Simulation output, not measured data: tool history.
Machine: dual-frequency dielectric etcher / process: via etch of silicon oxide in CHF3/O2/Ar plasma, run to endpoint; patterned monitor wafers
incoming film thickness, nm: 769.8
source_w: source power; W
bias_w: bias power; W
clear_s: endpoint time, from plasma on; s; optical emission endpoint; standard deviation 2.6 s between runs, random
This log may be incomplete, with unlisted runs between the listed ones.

run 1 day=0 | source_w=470 bias_w=193 | clear_s=447.12
run 2 day=0.333 | source_w=440 bias_w=193 | clear_s=466.98
run 3 day=0.483 | source_w=440 bias_w=220 | clear_s=445.08
run 4 day=0.512 | source_w=380 bias_w=220 | clear_s=473.78
run 5 day=0.829 | source_w=440 bias_w=220 | clear_s=445.5
run 6 day=0.983 | source_w=390 bias_w=220 | clear_s=463.41
-- day=1.183 bias power generator calibrated
run 7 day=1.183 | source_w=410 bias_w=222 | clear_s=449.15

What will run 8 give?
run 8 day=1.267 | source_w=430 bias_w=223 | clear_s=?

{"run 8": {"clear_s": 438.58}}

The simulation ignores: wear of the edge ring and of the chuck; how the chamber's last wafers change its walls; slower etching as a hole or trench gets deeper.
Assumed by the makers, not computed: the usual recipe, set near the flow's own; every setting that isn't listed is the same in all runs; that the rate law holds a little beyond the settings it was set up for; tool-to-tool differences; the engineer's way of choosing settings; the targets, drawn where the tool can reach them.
